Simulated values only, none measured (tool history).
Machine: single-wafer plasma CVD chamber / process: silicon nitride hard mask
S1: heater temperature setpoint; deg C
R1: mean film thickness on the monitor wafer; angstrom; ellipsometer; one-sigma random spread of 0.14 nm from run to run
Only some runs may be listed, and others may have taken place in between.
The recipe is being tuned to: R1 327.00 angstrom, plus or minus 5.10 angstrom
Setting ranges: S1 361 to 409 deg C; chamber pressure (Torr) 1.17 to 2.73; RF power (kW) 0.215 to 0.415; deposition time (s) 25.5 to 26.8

Run 1, hour 0.0: S1 385 deg C, chamber pressure (Torr) 1.95, RF power (kW) 0.315, deposition time (s) 26.8. Result: R1 375.02 angstrom.
Run 2, hour 2.1: S1 385 deg C, chamber pressure (Torr) 1.83, RF power (kW) 0.315, deposition time (s) 26.8. Result: R1 367.20 angstrom.
Run 3, hour 7.6: S1 385 deg C, chamber pressure (Torr) 1.64, RF power (kW) 0.310, deposition time (s) 26.8. Result: R1 351.97 angstrom.
Run 4, hour 15.2: S1 385 deg C, chamber pressure (Torr) 1.64, RF power (kW) 0.310, deposition time (s) 25.5. Result: R1 335.20 angstrom.
Run 5, hour 21.1: S1 390 deg C, chamber pressure (Torr) 1.64, RF power (kW) 0.310, deposition time (s) 25.5. Result: R1 335.00 angstrom.
Run 6, hour 24.8: S1 390 deg C, chamber pressure (Torr) 1.64, RF power (kW) 0.345, deposition time (s) 25.5. Result: R1 368.28 angstrom.
Run 7, hour 27.6: S1 390 deg C, chamber pressure (Torr) 1.25, RF power (kW) 0.315, deposition time (s) 25.5. Result: R1 317.06 angstrom.
Run 8, hour 31.1: S1 390 deg C, chamber pressure (Torr) 1.30, RF power (kW) 0.315, deposition time (s) 25.5. Result: R1 321.36 angstrom.

Exactly one of the 4 candidate moves below puts every result within its allowed miss. Which one?
Run A, hour 34.6: S1 394 deg C, chamber pressure (Torr) 1.24, RF power (kW) 0.305, deposition time (s) 26.2. Result: R1 ?.
Run B, hour 34.6: S1 391 deg C, chamber pressure (Torr) 1.36, RF power (kW) 0.290, deposition time (s) 26.8. Result: R1 ?.
Run C, hour 34.6: S1 391 deg C, chamber pressure (Torr) 1.20, RF power (kW) 0.305, deposition time (s) 26.5. Result: R1 ?.
Run D, hour 34.6: S1 391 deg C, chamber pressure (Torr) 1.38, RF power (kW) 0.305, deposition time (s) 26.5. Result: R1 ?.

move      R1
   A  315.96
   B  316.13
   C  317.34
   D  328.83
A: moves away from the targets compared with the last run
B: moves away from the targets compared with the last run
C: moves away from the targets compared with the last run
D: each result inside its tolerance
D is the move that brings every result within its allowed miss.

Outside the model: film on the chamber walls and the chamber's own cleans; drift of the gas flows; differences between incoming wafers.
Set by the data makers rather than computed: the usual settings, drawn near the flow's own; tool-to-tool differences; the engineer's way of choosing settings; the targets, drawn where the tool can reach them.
